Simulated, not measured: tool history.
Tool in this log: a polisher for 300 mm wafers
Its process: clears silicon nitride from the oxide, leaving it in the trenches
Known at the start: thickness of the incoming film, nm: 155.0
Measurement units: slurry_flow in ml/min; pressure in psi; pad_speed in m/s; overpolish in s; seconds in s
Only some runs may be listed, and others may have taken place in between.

run 1 hour=0.0 | slurry_flow=205 pressure=3.1 pad_speed=1.24 overpolish=27 | seconds=135.50
run 2 hour=5.2 | slurry_flow=205 pressure=3.1 pad_speed=1.24 overpolish=29 | seconds=135.59
run 3 hour=8.4 | slurry_flow=200 pressure=2.6 pad_speed=1.06 overpolish=29 | seconds=184.95
run 4 hour=13.7 | slurry_flow=195 pressure=2.2 pad_speed=0.94 overpolish=29 | seconds=227.63
run 5 hour=15.8 | slurry_flow=195 pressure=2.2 pad_speed=1.14 overpolish=29 | seconds=189.54
run 6 hour=19.5 | slurry_flow=195 pressure=2.2 pad_speed=1.14 overpolish=29 | seconds=189.31
run 7 hour=26.1 | slurry_flow=195 pressure=1.9 pad_speed=0.98 overpolish=29 | seconds=240.74
run 8 hour=34.5 | slurry_flow=185 pressure=1.4 pad_speed=0.62 overpolish=29 | seconds=441.97
run 9 hour=37.8 | slurry_flow=195 pressure=1.5 pad_speed=0.62 overpolish=29 | seconds=412.82
run 10 hour=38.7 | slurry_flow=205 pressure=1.6 pad_speed=0.62 overpolish=29 | seconds=405.58

Estimate the outcome of run 11 from the log above:
run 11 hour=39.3 | slurry_flow=205 pressure=1.7 pad_speed=0.62 overpolish=29 | seconds=?

{"run 11": {"seconds": 392.58}}

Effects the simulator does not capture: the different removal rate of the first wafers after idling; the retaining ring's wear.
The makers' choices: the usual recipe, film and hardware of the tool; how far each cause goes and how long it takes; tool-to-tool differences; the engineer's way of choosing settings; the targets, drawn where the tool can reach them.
